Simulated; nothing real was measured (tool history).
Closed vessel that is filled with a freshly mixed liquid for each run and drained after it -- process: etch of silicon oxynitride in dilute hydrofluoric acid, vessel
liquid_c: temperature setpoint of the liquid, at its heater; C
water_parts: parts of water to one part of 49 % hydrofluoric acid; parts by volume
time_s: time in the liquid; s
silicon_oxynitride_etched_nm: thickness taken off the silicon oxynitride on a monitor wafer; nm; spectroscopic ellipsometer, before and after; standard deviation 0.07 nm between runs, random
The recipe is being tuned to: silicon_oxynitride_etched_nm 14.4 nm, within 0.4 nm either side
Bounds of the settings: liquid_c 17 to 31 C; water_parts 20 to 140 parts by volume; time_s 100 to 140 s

run	hour	liquid_c	water_parts	time_s	silicon_oxynitride_etched_nm
1	0	23	75	140	5.4723
2	1.9	25	65	140	6.9265
3	4.4	26.5	55	140	8.8966
4	10.3	27.5	50	140	10.348
5	19.4	27.5	50	100	7.4086
# hour 26.2: thermometer replaced
6	26.2	27.5	80	100	4.2337
7	34.1	27.5	65	100	5.2667
8	36	27.5	55	100	6.2879
9	44.9	27.5	45	105	8.1758
10	52.1	28	40	110	9.9516
11	57.3	28	35	110	11.429
12	64.7	28	30	110	13.261
13	70.9	28	25	110	15.941
14	74.4	28.5	25	110	16.415
15	82.2	27.5	25	110	15.776
16	85.7	28	25	110	16.11
17	90.9	28.5	25	110	16.435
18	99.1	27.5	25	110	15.595
19	100.6	27.5	30	110	12.97

4 next moves are on the table. One of them brings every result within its allowed miss. Which?
A	102.1	28.5	25	105	?
B	102.1	26.5	30	120	?
C	102.1	29	25	100	?
D	102.1	27	25	105	?

move	silicon_oxynitride_etched_nm
A	15.672
B	13.503
C	15.289
D	14.576
A: pushes the last run's worst result past its target
B: closes in on the targets versus the last run, not all within tolerance yet
C: pushes the last run's worst result past its target
D: every result lands within tolerance
Correct choice: D, which meets every target

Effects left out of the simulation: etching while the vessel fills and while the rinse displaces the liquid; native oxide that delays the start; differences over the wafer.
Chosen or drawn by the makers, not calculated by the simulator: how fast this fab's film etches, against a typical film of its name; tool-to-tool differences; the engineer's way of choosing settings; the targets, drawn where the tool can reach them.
